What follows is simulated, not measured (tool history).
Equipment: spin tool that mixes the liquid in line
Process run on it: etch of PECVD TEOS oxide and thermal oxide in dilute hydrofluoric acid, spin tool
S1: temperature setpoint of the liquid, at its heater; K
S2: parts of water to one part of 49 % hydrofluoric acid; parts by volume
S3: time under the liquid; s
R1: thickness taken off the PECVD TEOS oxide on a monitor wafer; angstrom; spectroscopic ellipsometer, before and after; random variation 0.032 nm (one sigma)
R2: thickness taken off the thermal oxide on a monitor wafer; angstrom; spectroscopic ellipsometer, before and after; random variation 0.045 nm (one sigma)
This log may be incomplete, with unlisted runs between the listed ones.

run	hour	S1	S2	S3	R1	R2
1	0.0	295.15	175	100	76.974	20.433
2	5.9	297.65	175	100	84.412	22.044
3	12.8	299.15	175	100	89.254	23.938
4	15.1	300.65	175	100	94.336	25.656
5	22.0	302.15	175	100	99.728	27.047
6	25.5	302.15	135	100	136.920	36.159

What does the tool deliver on the next run?
7	29.9	300.15	135	100	?	?

R1: 126.410 angstrom
R2: 33.249 angstrom
